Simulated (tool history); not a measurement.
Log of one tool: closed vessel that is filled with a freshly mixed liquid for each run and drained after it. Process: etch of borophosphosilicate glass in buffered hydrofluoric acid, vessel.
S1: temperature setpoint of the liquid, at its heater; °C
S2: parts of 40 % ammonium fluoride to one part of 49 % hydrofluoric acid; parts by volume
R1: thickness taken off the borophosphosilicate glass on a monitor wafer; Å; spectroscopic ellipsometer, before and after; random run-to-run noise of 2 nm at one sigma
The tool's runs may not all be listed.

Run 1, hour 0: S1 21 °C, S2 9 parts by volume, time in the liquid (s) 105. Result: R1 1630.5 Å.
Run 2, hour 1.4: S1 22 °C, S2 9 parts by volume, time in the liquid (s) 105. Result: R1 1720.8 Å.
Run 3, hour 8.9: S1 22 °C, S2 7 parts by volume, time in the liquid (s) 105. Result: R1 2249.3 Å.
Run 4, hour 12.8: S1 23 °C, S2 7 parts by volume, time in the liquid (s) 105. Result: R1 2400.1 Å.
Run 5, hour 18.9: S1 23 °C, S2 8 parts by volume, time in the liquid (s) 105. Result: R1 2067.4 Å.
Run 6, hour 23.4: S1 23.5 °C, S2 8 parts by volume, time in the liquid (s) 105. Result: R1 2150.2 Å.
Run 7, hour 28.2: S1 24 °C, S2 8 parts by volume, time in the liquid (s) 105. Result: R1 2186 Å.

Run 8 comes next. What will it give?
Run 8, hour 31.3: S1 24.5 °C, S2 8 parts by volume, time in the liquid (s) 105. Result: R1 ?.

{"run 8": {"R1": 2231.3}}
